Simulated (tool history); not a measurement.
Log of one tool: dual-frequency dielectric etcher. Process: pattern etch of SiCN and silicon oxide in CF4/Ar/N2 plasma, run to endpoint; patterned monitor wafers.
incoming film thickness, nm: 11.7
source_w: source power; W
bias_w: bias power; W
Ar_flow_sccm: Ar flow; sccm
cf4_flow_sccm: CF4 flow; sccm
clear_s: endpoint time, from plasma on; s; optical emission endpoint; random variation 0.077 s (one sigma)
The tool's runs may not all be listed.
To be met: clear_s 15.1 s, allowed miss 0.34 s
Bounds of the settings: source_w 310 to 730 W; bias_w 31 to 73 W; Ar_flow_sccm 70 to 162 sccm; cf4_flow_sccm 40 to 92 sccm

run	hour	source_w	bias_w	Ar_flow_sccm	cf4_flow_sccm	clear_s
1	0	520	52	116	66	13.48
2	6.4	520	46	116	66	14.202
3	14.7	520	50	116	66	13.76
4	22.3	440	50	116	66	16.336
5	25.6	440	44	116	66	16.945
6	34.4	450	44	116	66	16.452
7	35.6	460	44	116	66	16.289
8	44.1	470	44	116	66	15.784
9	50.8	480	44	116	66	15.389

4 next moves are on the table. One of them brings every result within its allowed miss. Which?
A	57.5	550	39	125	50	?
B	57.5	450	50	117	68	?
C	57.5	520	35	144	66	?
D	57.5	510	37	105	66	?

move	clear_s
A	15.781
B	15.606
C	16.065
D	15.032
A: further off than the last run
B: further off than the last run
C: further off than the last run
D: meets every target
Answer: D
